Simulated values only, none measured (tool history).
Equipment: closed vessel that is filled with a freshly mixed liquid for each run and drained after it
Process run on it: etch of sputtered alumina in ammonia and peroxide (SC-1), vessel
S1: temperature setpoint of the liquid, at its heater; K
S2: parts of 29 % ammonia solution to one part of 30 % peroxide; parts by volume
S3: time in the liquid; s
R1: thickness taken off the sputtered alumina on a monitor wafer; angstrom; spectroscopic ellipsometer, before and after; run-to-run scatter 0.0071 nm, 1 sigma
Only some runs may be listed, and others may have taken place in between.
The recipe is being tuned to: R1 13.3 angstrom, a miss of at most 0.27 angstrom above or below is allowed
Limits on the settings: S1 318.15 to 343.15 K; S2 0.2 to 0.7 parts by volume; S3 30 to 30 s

Run 1, hour 0: S1 334.15 K, S2 0.4 parts by volume, S3 30 s. Result: R1 25.3 angstrom.
Run 2, hour 3.3: S1 334.15 K, S2 0.4 parts by volume, S3 30 s. Result: R1 25.441 angstrom.
Run 3, hour 9.4: S1 328.15 K, S2 0.4 parts by volume, S3 30 s. Result: R1 18.649 angstrom.
Run 4, hour 11.2: S1 334.65 K, S2 0.4 parts by volume, S3 30 s. Result: R1 26.119 angstrom.
Run 5, hour 17.9: S1 334.65 K, S2 0.25 parts by volume, S3 30 s. Result: R1 24.691 angstrom.
Run 6, hour 21.3: S1 338.65 K, S2 0.25 parts by volume, S3 30 s. Result: R1 30.843 angstrom.
Run 7, hour 24.7: S1 334.15 K, S2 0.25 parts by volume, S3 30 s. Result: R1 24.459 angstrom.
Run 8, hour 26.3: S1 330.65 K, S2 0.25 parts by volume, S3 30 s. Result: R1 20.405 angstrom.
Run 9, hour 31.3: S1 328.15 K, S2 0.25 parts by volume, S3 30 s. Result: R1 17.964 angstrom.
Run 10, hour 33: S1 326.15 K, S2 0.25 parts by volume, S3 30 s. Result: R1 16.093 angstrom.

4 candidate next runs follow, results not yet known. Just one meets every target within its allowed miss. Identify it.
Run A, hour 34.7: S1 323.15 K, S2 0.2 parts by volume, S3 30 s. Result: R1 ?.
Run B, hour 34.7: S1 323.65 K, S2 0.25 parts by volume, S3 30 s. Result: R1 ?.
Run C, hour 34.7: S1 323.15 K, S2 0.3 parts by volume, S3 30 s. Result: R1 ?.
Run D, hour 34.7: S1 323.65 K, S2 0.2 parts by volume, S3 30 s. Result: R1 ?.

move      R1
   A   13.34
   B  14.006
   C  13.866
   D  13.711
A: each result inside its tolerance
B: better than the last run, though not everything is in spec
C: better than the last run, though not everything is in spec
D: better than the last run, though not everything is in spec
Move A is the one to make.
